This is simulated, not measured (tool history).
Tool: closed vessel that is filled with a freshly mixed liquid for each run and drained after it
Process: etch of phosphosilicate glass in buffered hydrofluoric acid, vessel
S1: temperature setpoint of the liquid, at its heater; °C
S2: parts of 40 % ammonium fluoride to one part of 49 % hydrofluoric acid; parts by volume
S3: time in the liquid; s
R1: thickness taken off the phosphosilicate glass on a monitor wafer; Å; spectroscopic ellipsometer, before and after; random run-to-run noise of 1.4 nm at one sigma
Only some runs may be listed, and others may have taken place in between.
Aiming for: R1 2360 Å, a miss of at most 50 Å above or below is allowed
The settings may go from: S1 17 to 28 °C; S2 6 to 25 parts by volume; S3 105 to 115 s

{"run": 1, "hour": 0.0, "S1": 20, "S2": 15.5, "S3": 105, "R1": 2581.8}
{"run": 2, "hour": 6.7, "S1": 19.5, "S2": 15.5, "S3": 105, "R1": 2528.3}
{"run": 3, "hour": 8.8, "S1": 22.5, "S2": 15.5, "S3": 105, "R1": 2990.2}
{"run": 4, "hour": 12.1, "S1": 22.5, "S2": 17.5, "S3": 105, "R1": 2648.6}
{"run": 5, "hour": 14.1, "S1": 22.5, "S2": 17.5, "S3": 115, "R1": 2923}
{"run": 6, "hour": 16.4, "S1": 21.5, "S2": 17.5, "S3": 115, "R1": 2746.8}
{"run": 7, "hour": 25.2, "S1": 20.5, "S2": 17.5, "S3": 115, "R1": 2608.9}
{"run": 8, "hour": 27.0, "S1": 20, "S2": 17.5, "S3": 115, "R1": 2520.8}
{"run": 9, "hour": 34.0, "S1": 19.5, "S2": 17.5, "S3": 115, "R1": 2436.5}

Pick the move, out of 4, that brings all results within their allowed miss; only one does.
{"run": "A", "hour": 41.0, "S1": 20, "S2": 15.5, "S3": 105, "R1": "?"}
{"run": "B", "hour": 41.0, "S1": 19.5, "S2": 16.5, "S3": 110, "R1": "?"}
{"run": "C", "hour": 41.0, "S1": 23.5, "S2": 20, "S3": 105, "R1": "?"}
{"run": "D", "hour": 41.0, "S1": 19, "S2": 16, "S3": 105, "R1": "?"}

move=A R1=2630.1
move=B R1=2518.7
move=C R1=2551.2
move=D R1=2409.4
A: moves away from the targets compared with the last run
B: moves away from the targets compared with the last run
C: moves away from the targets compared with the last run
D: hits every target within its allowed miss
Move D is the one to make.

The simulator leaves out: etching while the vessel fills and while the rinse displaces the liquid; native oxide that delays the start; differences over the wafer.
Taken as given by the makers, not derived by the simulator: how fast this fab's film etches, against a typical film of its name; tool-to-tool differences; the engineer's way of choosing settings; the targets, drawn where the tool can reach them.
